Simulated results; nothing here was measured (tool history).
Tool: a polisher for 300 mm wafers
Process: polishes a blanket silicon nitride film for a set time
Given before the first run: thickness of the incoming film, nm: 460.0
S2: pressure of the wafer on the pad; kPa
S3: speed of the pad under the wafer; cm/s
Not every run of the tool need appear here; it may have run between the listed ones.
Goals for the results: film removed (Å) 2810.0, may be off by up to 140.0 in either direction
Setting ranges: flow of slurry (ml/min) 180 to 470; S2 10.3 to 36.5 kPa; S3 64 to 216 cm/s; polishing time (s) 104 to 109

Run 1, day 0.000: flow of slurry (ml/min) 300, S2 23.4 kPa, S3 140 cm/s, polishing time (s) 104. Result: film removed (Å) 1988.4.
Run 2, day 0.200: flow of slurry (ml/min) 300, S2 24.8 kPa, S3 140 cm/s, polishing time (s) 104. Result: film removed (Å) 2143.3.
Run 3, day 0.533: flow of slurry (ml/min) 300, S2 25.5 kPa, S3 140 cm/s, polishing time (s) 104. Result: film removed (Å) 2152.3.
Run 4, day 0.608: flow of slurry (ml/min) 300, S2 25.5 kPa, S3 140 cm/s, polishing time (s) 109. Result: film removed (Å) 2250.8.
Run 5, day 0.633: flow of slurry (ml/min) 300, S2 21.4 kPa, S3 140 cm/s, polishing time (s) 109. Result: film removed (Å) 1932.7.
Run 6, day 0.917: flow of slurry (ml/min) 300, S2 21.4 kPa, S3 166 cm/s, polishing time (s) 109. Result: film removed (Å) 2109.7.
Run 7, day 1.204: flow of slurry (ml/min) 300, S2 21.4 kPa, S3 166 cm/s, polishing time (s) 109. Result: film removed (Å) 2193.4.
Run 8, day 1.475: flow of slurry (ml/min) 300, S2 22.1 kPa, S3 166 cm/s, polishing time (s) 109. Result: film removed (Å) 2278.5.
Run 9, day 1.800: flow of slurry (ml/min) 300, S2 22.8 kPa, S3 166 cm/s, polishing time (s) 109. Result: film removed (Å) 2308.2.
Run 10, day 1.917: flow of slurry (ml/min) 300, S2 23.4 kPa, S3 166 cm/s, polishing time (s) 109. Result: film removed (Å) 2352.7.
Run 11, day 2.075: flow of slurry (ml/min) 300, S2 24.1 kPa, S3 166 cm/s, polishing time (s) 109. Result: film removed (Å) 2413.0.
Run 12, day 2.425: flow of slurry (ml/min) 300, S2 24.8 kPa, S3 166 cm/s, polishing time (s) 109. Result: film removed (Å) 2514.4.
Run 13, day 2.658: flow of slurry (ml/min) 300, S2 25.5 kPa, S3 166 cm/s, polishing time (s) 109. Result: film removed (Å) 2638.2.

Next run, 4 choices. One meets every target within its allowed miss, the rest don't. Which?
Run A, day 2.892: flow of slurry (ml/min) 305, S2 26.2 kPa, S3 160 cm/s, polishing time (s) 104. Result: film removed (Å) ?.
Run B, day 2.892: flow of slurry (ml/min) 280, S2 26.2 kPa, S3 180 cm/s, polishing time (s) 109. Result: film removed (Å) ?.
Run C, day 2.892: flow of slurry (ml/min) 345, S2 24.8 kPa, S3 154 cm/s, polishing time (s) 109. Result: film removed (Å) ?.
Run D, day 2.892: flow of slurry (ml/min) 300, S2 26.2 kPa, S3 164 cm/s, polishing time (s) 106. Result: film removed (Å) ?.

move  film removed (Å)
   A            2488.4
   B            2831.6
   C            2427.6
   D            2580.7
A: its largest miss is bigger than the last run's
B: every result lands within tolerance
C: its largest miss is bigger than the last run's
D: its largest miss is bigger than the last run's
The move that meets every target is B.

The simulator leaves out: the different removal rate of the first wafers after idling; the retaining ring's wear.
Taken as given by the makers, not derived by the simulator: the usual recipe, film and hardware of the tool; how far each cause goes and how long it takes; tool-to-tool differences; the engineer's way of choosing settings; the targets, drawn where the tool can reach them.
